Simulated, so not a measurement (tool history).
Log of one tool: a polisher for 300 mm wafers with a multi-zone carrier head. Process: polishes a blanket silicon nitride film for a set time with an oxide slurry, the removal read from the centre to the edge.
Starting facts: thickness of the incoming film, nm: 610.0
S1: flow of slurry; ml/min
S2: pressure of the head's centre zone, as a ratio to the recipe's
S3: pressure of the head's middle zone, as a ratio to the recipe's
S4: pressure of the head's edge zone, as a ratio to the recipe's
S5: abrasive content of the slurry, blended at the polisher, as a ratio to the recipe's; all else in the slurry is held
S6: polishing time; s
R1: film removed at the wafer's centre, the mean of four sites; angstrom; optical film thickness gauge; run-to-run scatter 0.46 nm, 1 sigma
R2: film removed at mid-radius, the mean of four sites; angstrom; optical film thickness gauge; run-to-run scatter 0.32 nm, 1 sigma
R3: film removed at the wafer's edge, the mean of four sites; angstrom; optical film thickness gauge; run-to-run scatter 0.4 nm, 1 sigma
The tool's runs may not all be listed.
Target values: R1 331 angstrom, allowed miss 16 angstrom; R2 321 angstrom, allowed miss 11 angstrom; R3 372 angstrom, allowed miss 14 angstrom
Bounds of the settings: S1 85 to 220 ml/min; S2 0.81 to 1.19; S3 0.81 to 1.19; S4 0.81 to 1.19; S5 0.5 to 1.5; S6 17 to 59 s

Run 1, hour 0: S1 140 ml/min, S2 1, S3 1, S4 1, S5 1, S6 38 s. Result: R1 308.33 angstrom, R2 311.85 angstrom, R3 307.6 angstrom.
Run 2, hour 3.9: S1 145 ml/min, S2 0.99, S3 0.98, S4 1.04, S5 1.05, S6 38 s. Result: R1 308.86 angstrom, R2 317.05 angstrom, R3 321.63 angstrom.
Run 3, hour 9.5: S1 130 ml/min, S2 0.99, S3 0.98, S4 1.04, S5 1.05, S6 38 s. Result: R1 306.35 angstrom, R2 314.59 angstrom, R3 317.79 angstrom.
Run 4, hour 11.1: S1 130 ml/min, S2 1.04, S3 0.98, S4 1.04, S5 1.05, S6 38 s. Result: R1 326.36 angstrom, R2 313.49 angstrom, R3 319 angstrom.
Run 5, hour 17.1: S1 130 ml/min, S2 1.04, S3 0.98, S4 1.11, S5 1.05, S6 38 s. Result: R1 321.17 angstrom, R2 312.98 angstrom, R3 329.11 angstrom.
Run 6, hour 19.1: S1 135 ml/min, S2 1.03, S3 0.96, S4 1.13, S5 1.1, S6 38 s. Result: R1 330.64 angstrom, R2 315.79 angstrom, R3 349.43 angstrom.
Run 7, hour 21.9: S1 140 ml/min, S2 1.02, S3 0.96, S4 1.14, S5 1.1, S6 38 s. Result: R1 331.72 angstrom, R2 317.15 angstrom, R3 348.7 angstrom.
Run 8, hour 29.1: S1 140 ml/min, S2 1.01, S3 0.95, S4 1.15, S5 1.1, S6 38 s. Result: R1 321.07 angstrom, R2 317.99 angstrom, R3 349.81 angstrom.
Run 9, hour 31: S1 140 ml/min, S2 1.01, S3 0.94, S4 1.16, S5 1.1, S6 38 s. Result: R1 323.01 angstrom, R2 312.37 angstrom, R3 354.5 angstrom.
Run 10, hour 39.6: S1 145 ml/min, S2 1.01, S3 0.94, S4 1.17, S5 1.1, S6 38 s. Result: R1 335.53 angstrom, R2 308.11 angstrom, R3 356.97 angstrom.
Run 11, hour 44.9: S1 145 ml/min, S2 0.96, S3 0.96, S4 1.19, S5 1.2, S6 38 s. Result: R1 329.42 angstrom, R2 334.67 angstrom, R3 370.62 angstrom.

Which single option among these 5 for the next run brings every result within its allowed miss of target? Just one does.
Run A, hour 50.2: S1 145 ml/min, S2 0.93, S3 0.98, S4 1.19, S5 1.25, S6 39 s. Result: R1 ?, R2 ?, R3 ?.
Run B, hour 50.2: S1 145 ml/min, S2 0.89, S3 0.96, S4 1.14, S5 1.2, S6 39 s. Result: R1 ?, R2 ?, R3 ?.
Run C, hour 50.2: S1 165 ml/min, S2 0.92, S3 1.04, S4 1.18, S5 1.15, S6 38 s. Result: R1 ?, R2 ?, R3 ?.
Run D, hour 50.2: S1 135 ml/min, S2 0.99, S3 0.93, S4 1.19, S5 1.25, S6 37 s. Result: R1 ?, R2 ?, R3 ?.
Run E, hour 50.2: S1 120 ml/min, S2 0.88, S3 0.98, S4 1.11, S5 1.2, S6 40 s. Result: R1 ?, R2 ?, R3 ?.

move      R1      R2      R3
   A  332.76  353.63   394.1
   B  314.78  340.93  378.05
   C  314.14  353.31  370.86
   D     329  318.22  371.82
   E  311.58  347.62  376.11
A: moves away from the targets compared with the last run
B: moves away from the targets compared with the last run
C: moves away from the targets compared with the last run
D: every result lands within tolerance
E: moves away from the targets compared with the last run
Move D is the one to make.
